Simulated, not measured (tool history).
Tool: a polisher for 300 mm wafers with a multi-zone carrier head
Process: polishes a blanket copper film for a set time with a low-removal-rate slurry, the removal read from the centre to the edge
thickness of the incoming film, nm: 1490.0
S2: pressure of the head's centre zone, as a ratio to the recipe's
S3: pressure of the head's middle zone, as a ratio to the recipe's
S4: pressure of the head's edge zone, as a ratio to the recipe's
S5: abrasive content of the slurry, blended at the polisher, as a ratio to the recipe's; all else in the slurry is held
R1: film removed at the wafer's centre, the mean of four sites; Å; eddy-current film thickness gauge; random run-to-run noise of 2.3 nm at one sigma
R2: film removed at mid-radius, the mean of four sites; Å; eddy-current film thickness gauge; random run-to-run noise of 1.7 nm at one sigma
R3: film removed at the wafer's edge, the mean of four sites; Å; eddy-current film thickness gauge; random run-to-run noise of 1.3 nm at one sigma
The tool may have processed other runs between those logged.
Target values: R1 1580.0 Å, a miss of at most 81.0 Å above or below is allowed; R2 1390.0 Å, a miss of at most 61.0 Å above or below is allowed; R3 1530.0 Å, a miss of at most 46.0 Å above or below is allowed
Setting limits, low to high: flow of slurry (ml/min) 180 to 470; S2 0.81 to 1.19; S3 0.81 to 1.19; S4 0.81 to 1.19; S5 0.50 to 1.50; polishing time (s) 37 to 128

{"run": 1, "hour": 0.0, "flow of slurry (ml/min)": 300, "S2": 1.0, "S3": 1.0, "S4": 1.0, "S5": 1.0, "polishing time (s)": 82, "R1": 2970.9, "R2": 2916.3, "R3": 2950.5}
{"run": 2, "hour": 6.7, "flow of slurry (ml/min)": 300, "S2": 1.0, "S3": 1.0, "S4": 1.0, "S5": 1.0, "polishing time (s)": 68, "R1": 2460.8, "R2": 2394.2, "R3": 2475.4}
{"run": 3, "hour": 9.0, "flow of slurry (ml/min)": 300, "S2": 1.0, "S3": 0.98, "S4": 0.98, "S5": 0.9, "polishing time (s)": 64, "R1": 2226.9, "R2": 2200.4, "R3": 2240.8}
{"run": 4, "hour": 10.3, "flow of slurry (ml/min)": 300, "S2": 1.0, "S3": 0.98, "S4": 0.9, "S5": 0.9, "polishing time (s)": 64, "R1": 2197.5, "R2": 2178.3, "R3": 2167.3}
{"run": 5, "hour": 11.3, "flow of slurry (ml/min)": 265, "S2": 1.0, "S3": 0.98, "S4": 0.9, "S5": 0.9, "polishing time (s)": 64, "R1": 2260.8, "R2": 2149.2, "R3": 2146.3}
{"run": 6, "hour": 15.8, "flow of slurry (ml/min)": 265, "S2": 1.04, "S3": 0.98, "S4": 0.9, "S5": 0.9, "polishing time (s)": 64, "R1": 2323.5, "R2": 2132.0, "R3": 2160.6}
{"run": 7, "hour": 21.7, "flow of slurry (ml/min)": 245, "S2": 0.96, "S3": 0.88, "S4": 0.87, "S5": 0.65, "polishing time (s)": 41, "R1": 1314.3, "R2": 1151.9, "R3": 1268.4}
{"run": 8, "hour": 26.3, "flow of slurry (ml/min)": 260, "S2": 0.98, "S3": 0.89, "S4": 0.9, "S5": 0.65, "polishing time (s)": 41, "R1": 1310.0, "R2": 1154.4, "R3": 1268.2}
{"run": 9, "hour": 31.7, "flow of slurry (ml/min)": 250, "S2": 0.99, "S3": 0.9, "S4": 0.92, "S5": 0.7, "polishing time (s)": 41, "R1": 1342.1, "R2": 1208.3, "R3": 1307.1}

Exercise: of the 4 proposed moves below, exactly one satisfies all targets within the stated allowed misses. Which move is it?
{"run": "A", "hour": 37.1, "flow of slurry (ml/min)": 250, "S2": 0.9, "S3": 0.82, "S4": 0.94, "S5": 0.75, "polishing time (s)": 42, "R1": "?", "R2": "?", "R3": "?"}
{"run": "B", "hour": 37.1, "flow of slurry (ml/min)": 230, "S2": 1.07, "S3": 1.0, "S4": 0.83, "S5": 0.85, "polishing time (s)": 45, "R1": "?", "R2": "?", "R3": "?"}
{"run": "C", "hour": 37.1, "flow of slurry (ml/min)": 335, "S2": 0.99, "S3": 0.94, "S4": 0.92, "S5": 0.9, "polishing time (s)": 42, "R1": "?", "R2": "?", "R3": "?"}
{"run": "D", "hour": 37.1, "flow of slurry (ml/min)": 260, "S2": 0.98, "S3": 0.87, "S4": 0.88, "S5": 0.5, "polishing time (s)": 53, "R1": "?", "R2": "?", "R3": "?"}

move=A R1=1315.2 R2=1165.4 R3=1382.1
move=B R1=1642.1 R2=1508.0 R3=1432.3
move=C R1=1504.6 R2=1387.6 R3=1447.0
move=D R1=1607.4 R2=1403.8 R3=1536.8
A: closes in on the targets versus the last run, not all within tolerance yet
B: closes in on the targets versus the last run, not all within tolerance yet
C: closes in on the targets versus the last run, not all within tolerance yet
D: every result lands within tolerance
The right move is D.
